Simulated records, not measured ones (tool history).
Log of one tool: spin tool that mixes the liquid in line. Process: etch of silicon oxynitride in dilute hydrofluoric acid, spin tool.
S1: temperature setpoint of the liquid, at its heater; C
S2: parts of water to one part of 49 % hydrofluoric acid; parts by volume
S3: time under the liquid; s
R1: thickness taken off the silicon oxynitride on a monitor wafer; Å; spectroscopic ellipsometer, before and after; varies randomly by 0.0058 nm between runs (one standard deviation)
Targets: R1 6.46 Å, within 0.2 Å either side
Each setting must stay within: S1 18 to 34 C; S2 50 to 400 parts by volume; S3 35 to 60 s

run  hour    S1   S2  S3      R1
  1     0    26  225  60  9.9161
  2   4.8    26  225  35  5.7114
  3  10.6    26  225  35   5.771
  4  12.2    26  145  35  9.4757
  5  14.3    26  175  35  7.6651
  6  19.3    26  175  60  13.274
  7  23.8  24.5  185  60  11.649
  8  29.3  25.5  200  60  11.263
  9  31.8  25.5  220  60  9.9556
 10  38.5    26  235  60   9.535
 11  40.9    25  245  60  8.6908

Which single option among these 5 for the next run brings every result within its allowed miss of target? Just one does.
  A  43.3  25.5  225  35   ?
  B  43.3  24.5  220  40   ?
  C  43.3    27  295  60   ?
  D  43.3    23  245  45   ?
  E  43.3    28  280  50   ?

move      R1
   A   5.712
   B  6.4158
   C  7.5459
   D  5.9596
   E  6.9816
A: pushes the last run's worst result past its target
B: in spec on every target
C: closes in on the targets versus the last run, not all within tolerance yet
D: pushes the last run's worst result past its target
E: closes in on the targets versus the last run, not all within tolerance yet
Move B is the one to make.

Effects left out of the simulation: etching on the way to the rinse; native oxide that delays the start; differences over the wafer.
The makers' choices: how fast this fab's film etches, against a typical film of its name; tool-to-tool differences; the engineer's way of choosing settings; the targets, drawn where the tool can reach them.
